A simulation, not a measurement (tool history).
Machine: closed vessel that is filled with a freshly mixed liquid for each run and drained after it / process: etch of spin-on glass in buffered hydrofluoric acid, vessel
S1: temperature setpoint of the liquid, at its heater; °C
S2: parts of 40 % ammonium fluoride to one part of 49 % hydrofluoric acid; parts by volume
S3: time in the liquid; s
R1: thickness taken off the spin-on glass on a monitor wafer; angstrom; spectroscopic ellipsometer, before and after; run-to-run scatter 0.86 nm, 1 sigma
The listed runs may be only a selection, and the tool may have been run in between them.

{"run": 1, "day": 0.0, "S1": 22, "S2": 24, "S3": 90, "R1": 1180.2}
{"run": 2, "day": 0.162, "S1": 22, "S2": 24, "S3": 90, "R1": 1173.5}
{"run": 3, "day": 0.529, "S1": 24.5, "S2": 21, "S3": 90, "R1": 1475.5}
{"run": 4, "day": 0.879, "S1": 26.5, "S2": 19, "S3": 90, "R1": 1797.6}
{"run": 5, "day": 1.112, "S1": 28.5, "S2": 19, "S3": 90, "R1": 1999.5}
{"run": 6, "day": 1.417, "S1": 28.5, "S2": 12, "S3": 90, "R1": 3152.1}
{"run": 7, "day": 1.679, "S1": 26.5, "S2": 12, "S3": 90, "R1": 2812.4}
{"run": 8, "day": 1.825, "S1": 25, "S2": 12, "S3": 90, "R1": 2608.4}
{"run": 9, "day": 2.062, "S1": 24, "S2": 12, "S3": 90, "R1": 2447.7}
{"run": 10, "day": 2.383, "S1": 24, "S2": 12, "S3": 90, "R1": 2473.6}

Run 11, settings as shown, results not yet in. Your forecast:
{"run": 11, "day": 2.721, "S1": 23.5, "S2": 12, "S3": 90, "R1": "?"}

Run 11 came out at R1 2403.3 angstrom.
